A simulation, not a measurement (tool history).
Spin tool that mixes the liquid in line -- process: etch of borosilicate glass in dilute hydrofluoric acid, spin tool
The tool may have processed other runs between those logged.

run	hour	temperature setpoint of the liquid (C)	parts of water to one part of 49 % hydrofluoric acid (parts by volume)	time under the liquid (s)	thickness taken off the borosilicate glass on a monitor wafer (angstrom)
1	0.0	21.0	90	45	98.655
2	1.2	22.5	80	45	119.820
3	9.0	24.0	75	45	135.800
4	10.0	24.0	75	45	136.150
5	16.0	25.0	70	45	153.300
6	24.3	28.5	70	45	175.610
7	30.0	29.0	40	45	328.190
8	35.2	27.5	40	45	310.300
9	35.8	26.0	40	45	290.920
# hour 37.1: thermometer replaced
10	37.1	25.0	40	45	294.750

Run 11 is up next; what results do you expect?
11	40.0	23.5	40	45	?

Run 11 came out at thickness taken off the borosilicate glass on a monitor wafer (angstrom) 279.560.
